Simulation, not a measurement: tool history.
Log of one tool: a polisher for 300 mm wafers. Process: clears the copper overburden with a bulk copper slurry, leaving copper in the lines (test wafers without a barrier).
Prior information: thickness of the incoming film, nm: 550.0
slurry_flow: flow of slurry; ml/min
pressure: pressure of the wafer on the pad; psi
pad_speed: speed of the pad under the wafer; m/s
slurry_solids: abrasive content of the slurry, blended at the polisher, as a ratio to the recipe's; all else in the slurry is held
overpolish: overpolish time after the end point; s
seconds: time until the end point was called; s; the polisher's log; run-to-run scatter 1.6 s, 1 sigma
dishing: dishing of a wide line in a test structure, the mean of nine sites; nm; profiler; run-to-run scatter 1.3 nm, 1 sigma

{"run": 1, "hour": 0.0, "slurry_flow": 290, "pressure": 2, "pad_speed": 0.88, "slurry_solids": 1, "overpolish": 28, "seconds": 94.951, "dishing": 83.616}
{"run": 2, "hour": 3.7, "slurry_flow": 290, "pressure": 2, "pad_speed": 1.02, "slurry_solids": 1, "overpolish": 28, "seconds": 83.248, "dishing": 90.407}
{"run": 3, "hour": 10.7, "slurry_flow": 290, "pressure": 1.8, "pad_speed": 1.02, "slurry_solids": 1, "overpolish": 29, "seconds": 96.193, "dishing": 88.338}
{"run": 4, "hour": 17.7, "slurry_flow": 290, "pressure": 1.8, "pad_speed": 1.02, "slurry_solids": 1, "overpolish": 17, "seconds": 94.955, "dishing": 60.226}
{"run": 5, "hour": 19.1, "slurry_flow": 290, "pressure": 1.8, "pad_speed": 1.02, "slurry_solids": 1, "overpolish": 8, "seconds": 95.557, "dishing": 33.171}
{"run": 6, "hour": 23.2, "slurry_flow": 290, "pressure": 1.8, "pad_speed": 1.02, "slurry_solids": 1, "overpolish": 8, "seconds": 96.291, "dishing": 33.418}
{"run": 7, "hour": 25.1, "slurry_flow": 290, "pressure": 1.3, "pad_speed": 0.94, "slurry_solids": 1, "overpolish": 22, "seconds": 137.91, "dishing": 55.035}
{"run": 8, "hour": 33.7, "slurry_flow": 290, "pressure": 1.3, "pad_speed": 0.94, "slurry_solids": 1, "overpolish": 23, "seconds": 137.31, "dishing": 54.477}
{"run": 9, "hour": 41.1, "slurry_flow": 290, "pressure": 1.3, "pad_speed": 0.94, "slurry_solids": 1, "overpolish": 24, "seconds": 135.87, "dishing": 58.35}
{"run": 10, "hour": 46.0, "slurry_flow": 290, "pressure": 1.3, "pad_speed": 0.94, "slurry_solids": 1, "overpolish": 25, "seconds": 135.61, "dishing": 58.289}
{"run": 11, "hour": 47.9, "slurry_flow": 290, "pressure": 1.3, "pad_speed": 0.94, "slurry_solids": 1, "overpolish": 26, "seconds": 137.65, "dishing": 61.515}

What does the tool deliver on the next run?
{"run": 12, "hour": 52.2, "slurry_flow": 290, "pressure": 1.3, "pad_speed": 0.94, "slurry_solids": 1, "overpolish": 27, "seconds": "?", "dishing": "?"}

seconds: 134.02 s
dishing: 62.142 nm

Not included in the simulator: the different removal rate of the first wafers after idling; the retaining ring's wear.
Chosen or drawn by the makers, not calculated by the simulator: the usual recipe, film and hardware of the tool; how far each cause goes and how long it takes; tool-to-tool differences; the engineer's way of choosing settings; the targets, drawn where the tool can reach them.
